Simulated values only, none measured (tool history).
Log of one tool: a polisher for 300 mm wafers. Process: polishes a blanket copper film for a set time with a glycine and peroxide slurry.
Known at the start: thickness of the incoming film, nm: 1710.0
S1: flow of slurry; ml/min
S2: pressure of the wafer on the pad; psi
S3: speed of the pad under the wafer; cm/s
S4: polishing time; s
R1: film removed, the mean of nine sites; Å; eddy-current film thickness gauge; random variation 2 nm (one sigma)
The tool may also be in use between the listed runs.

{"run": 1, "day": 0.0, "S1": 200, "S2": 3.1, "S3": 122, "S4": 51, "R1": 3264.6}
{"run": 2, "day": 0.358, "S1": 200, "S2": 2.8, "S3": 118, "S4": 51, "R1": 2918.3}
{"run": 3, "day": 0.612, "S1": 245, "S2": 2.8, "S3": 118, "S4": 51, "R1": 2955.3}
{"run": 4, "day": 0.704, "S1": 245, "S2": 2.6, "S3": 114, "S4": 51, "R1": 2750.1}
{"run": 5, "day": 0.821, "S1": 295, "S2": 2.6, "S3": 114, "S4": 51, "R1": 2764.3}
{"run": 6, "day": 1.083, "S1": 295, "S2": 2.6, "S3": 130, "S4": 51, "R1": 3041.4}
{"run": 7, "day": 1.154, "S1": 295, "S2": 2.4, "S3": 124, "S4": 51, "R1": 2729.9}

Run 8 comes next. What will it give?
{"run": 8, "day": 1.458, "S1": 295, "S2": 2.3, "S3": 120, "S4": 51, "R1": "?"}

{"run 8": {"R1": 2652.9}}
